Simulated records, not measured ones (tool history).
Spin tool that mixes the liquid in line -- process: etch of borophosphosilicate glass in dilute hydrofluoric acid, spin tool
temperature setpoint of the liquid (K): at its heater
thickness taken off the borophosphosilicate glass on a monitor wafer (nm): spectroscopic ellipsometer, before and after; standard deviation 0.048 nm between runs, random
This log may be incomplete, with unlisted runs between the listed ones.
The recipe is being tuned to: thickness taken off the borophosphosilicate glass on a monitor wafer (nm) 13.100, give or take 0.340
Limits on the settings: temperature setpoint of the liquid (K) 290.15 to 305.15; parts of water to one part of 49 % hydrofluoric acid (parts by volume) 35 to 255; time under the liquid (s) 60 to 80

run	day	temperature setpoint of the liquid (K)	parts of water to one part of 49 % hydrofluoric acid (parts by volume)	time under the liquid (s)	thickness taken off the borophosphosilicate glass on a monitor wafer (nm)
1	0.000	297.15	145	80	29.447
2	0.279	299.15	145	80	31.897
3	0.629	299.15	145	80	31.936
4	0.858	299.15	170	80	26.390
5	1.012	297.65	180	80	23.111
6	1.075	296.15	190	80	20.570
7	1.129	295.15	195	80	19.093
8	1.192	294.15	200	80	17.918
9	1.371	293.65	205	80	17.072
10	1.550	293.15	210	80	16.303
# day 1.600: hydrofluoric acid flow meter replaced
11	1.600	292.65	215	80	17.519
12	1.662	292.65	225	80	16.741
13	1.767	292.15	230	80	15.891
14	2.000	291.65	235	80	15.181
15	2.046	291.65	240	80	14.777

4 next moves are on the table. One of them brings every result within its allowed miss. Which?
A	2.092	290.65	240	80	?
B	2.092	291.65	225	80	?
C	2.092	290.15	255	80	?
D	2.092	290.15	230	80	?

move	thickness taken off the borophosphosilicate glass on a monitor wafer (nm)
A	14.286
B	16.057
C	13.014
D	14.749
A: nearer than the last run, and not there yet
B: lands further from the targets than the last run did
C: every result within its allowed miss
D: about as far from the targets as the last run
C is the move that brings every result within its allowed miss.
